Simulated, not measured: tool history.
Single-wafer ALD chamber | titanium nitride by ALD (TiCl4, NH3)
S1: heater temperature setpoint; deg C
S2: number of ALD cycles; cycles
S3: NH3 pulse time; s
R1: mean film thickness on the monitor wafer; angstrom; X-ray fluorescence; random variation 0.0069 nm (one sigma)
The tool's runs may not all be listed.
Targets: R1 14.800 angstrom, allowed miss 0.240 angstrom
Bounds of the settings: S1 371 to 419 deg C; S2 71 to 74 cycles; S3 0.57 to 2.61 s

run  hour   S1  S2    S3      R1
  1   0.0  395  74  1.59  15.895
  2   6.0  386  74  1.59  15.481
  3  11.8  386  74  1.91  15.705
  4  14.9  386  74  1.49  15.489
  5  18.8  386  74  1.27  15.489
  6  27.1  384  73  1.26  15.138
  7  28.9  383  73  1.26  15.094
  8  35.5  382  73  1.26  15.211

Which of these 5 next moves meets every target?
  A  42.1  385  74  1.39   ?
  B  42.1  387  74  1.42   ?
  C  42.1  376  74  1.51   ?
  D  42.1  385  72  1.03   ?
  E  42.1  382  74  1.30   ?

move      R1
   A  15.424
   B  15.479
   C  15.352
   D  14.699
   E  15.302
A: further off than the last run
B: further off than the last run
C: further off than the last run
D: meets every target
E: further off than the last run
The right move is D.
